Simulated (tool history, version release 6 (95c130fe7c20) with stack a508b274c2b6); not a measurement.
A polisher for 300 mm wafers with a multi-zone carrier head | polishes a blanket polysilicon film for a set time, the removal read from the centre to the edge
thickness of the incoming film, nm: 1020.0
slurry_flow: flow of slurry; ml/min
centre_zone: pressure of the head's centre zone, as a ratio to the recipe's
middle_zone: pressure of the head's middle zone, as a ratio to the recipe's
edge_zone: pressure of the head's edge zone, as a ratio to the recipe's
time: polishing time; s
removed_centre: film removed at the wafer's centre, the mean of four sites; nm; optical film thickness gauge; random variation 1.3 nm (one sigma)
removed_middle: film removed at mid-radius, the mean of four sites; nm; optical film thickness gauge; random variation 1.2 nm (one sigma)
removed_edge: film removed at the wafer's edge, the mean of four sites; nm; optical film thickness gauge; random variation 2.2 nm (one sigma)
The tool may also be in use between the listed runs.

run    day  slurry_flow  centre_zone  middle_zone  edge_zone  time  removed_centre  removed_middle  removed_edge
  1  0.000          170         1.00         1.00       1.00    35          147.17          149.30        150.78
  2  0.108          190         1.00         1.00       1.00    35          147.74          149.12        149.99
  3  0.283          190         1.08         1.00       1.00    35          159.46          150.64        150.85
  4  0.333          190         1.08         1.05       1.00    35          160.28          158.34        153.59
  5  0.533          180         1.07         1.06       1.04    36          162.04          160.80        156.68
  6  0.838          145         1.07         1.06       1.04    36          155.76          156.79        151.04

The next listed run, before its measurement:
  7  1.121          165         1.04         1.07       1.07    37               ?               ?             ?

removed_centre: 158.75 nm
removed_middle: 165.40 nm
removed_edge: 160.69 nm

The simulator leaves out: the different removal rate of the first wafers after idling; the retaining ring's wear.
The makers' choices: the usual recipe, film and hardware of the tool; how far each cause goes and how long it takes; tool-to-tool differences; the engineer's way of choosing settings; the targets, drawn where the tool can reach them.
